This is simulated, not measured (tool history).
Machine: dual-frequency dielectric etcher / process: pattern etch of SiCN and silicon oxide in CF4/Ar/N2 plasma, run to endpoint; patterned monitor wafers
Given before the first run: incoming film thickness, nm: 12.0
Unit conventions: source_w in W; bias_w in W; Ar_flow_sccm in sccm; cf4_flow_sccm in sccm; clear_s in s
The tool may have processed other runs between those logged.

Run 1, hour 0: source_w 380 W, bias_w 70 W, Ar_flow_sccm 113 sccm, cf4_flow_sccm 43 sccm. Result: clear_s 17.078 s.
Run 2, hour 2.3: source_w 420 W, bias_w 70 W, Ar_flow_sccm 113 sccm, cf4_flow_sccm 43 sccm. Result: clear_s 16.099 s.
Run 3, hour 8.8: source_w 400 W, bias_w 69 W, Ar_flow_sccm 113 sccm, cf4_flow_sccm 43 sccm. Result: clear_s 16.548 s.
Run 4, hour 10.7: source_w 380 W, bias_w 68 W, Ar_flow_sccm 113 sccm, cf4_flow_sccm 43 sccm. Result: clear_s 17.231 s.
Run 5, hour 13.8: source_w 360 W, bias_w 67 W, Ar_flow_sccm 113 sccm, cf4_flow_sccm 43 sccm. Result: clear_s 17.273 s.
Run 6, hour 22.5: source_w 340 W, bias_w 66 W, Ar_flow_sccm 115 sccm, cf4_flow_sccm 42 sccm. Result: clear_s 18.359 s.

Expected results for the next run?
Run 7, hour 25.6: source_w 340 W, bias_w 66 W, Ar_flow_sccm 115 sccm, cf4_flow_sccm 42 sccm. Result: clear_s ?.

clear_s: 18.326 s

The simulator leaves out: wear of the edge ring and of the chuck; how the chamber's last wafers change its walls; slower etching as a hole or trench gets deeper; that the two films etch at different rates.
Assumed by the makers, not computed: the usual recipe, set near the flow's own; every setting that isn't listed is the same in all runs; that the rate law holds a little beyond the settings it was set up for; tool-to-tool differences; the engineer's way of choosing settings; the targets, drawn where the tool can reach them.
